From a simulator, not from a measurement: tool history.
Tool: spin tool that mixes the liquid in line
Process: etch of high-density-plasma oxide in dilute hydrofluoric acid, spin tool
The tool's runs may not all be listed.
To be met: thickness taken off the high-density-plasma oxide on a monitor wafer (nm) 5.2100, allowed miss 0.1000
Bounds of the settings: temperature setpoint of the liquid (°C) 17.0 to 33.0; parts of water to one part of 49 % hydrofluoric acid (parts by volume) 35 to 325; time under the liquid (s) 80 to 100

| run | hour | temperature setpoint of the liquid (°C) | parts of water to one part of 49 % hydrofluoric acid (parts by volume) | time under the liquid (s) | thickness taken off the high-density-plasma oxide on a monitor wafer (nm) |
|---|---|---|---|---|---|
| 1 | 0.0 | 25.0 | 180 | 100 | 3.7434 |
| 2 | 4.8 | 25.0 | 180 | 80 | 3.0021 |
| 3 | 10.6 | 25.0 | 180 | 80 | 2.9917 |
| 4 | 18.9 | 26.5 | 180 | 80 | 3.1497 |
| 5 | 22.9 | 26.5 | 235 | 80 | 2.2736 |
| 6 | 28.0 | 26.5 | 280 | 80 | 1.8300 |
| 7 | 35.7 | 28.5 | 225 | 80 | 2.5833 |
| 8 | 44.0 | 30.0 | 190 | 80 | 3.3865 |
| 9 | 50.3 | 33.0 | 125 | 80 | 6.1949 |
| 10 | 52.4 | 31.5 | 125 | 80 | 5.8240 |
| 11 | 58.6 | 30.5 | 125 | 80 | 5.6985 |
| 12 | 65.8 | 30.0 | 125 | 80 | 5.5694 |

Which of these 4 next moves meets every target?
| A | 73.0 | 32.5 | 150 | 80 | ? |
| B | 73.0 | 29.5 | 130 | 80 | ? |
| C | 73.0 | 27.0 | 125 | 80 | ? |
| D | 73.0 | 30.0 | 140 | 100 | ? |

| move | thickness taken off the high-density-plasma oxide on a monitor wafer (nm) |
|---|---|
| A | 4.9143 |
| B | 5.2321 |
| C | 4.9897 |
| D | 6.1029 |
A: takes the result that was furthest off past its target
B: meets every target
C: takes the result that was furthest off past its target
D: further off than the last run
Move B is the one to make.
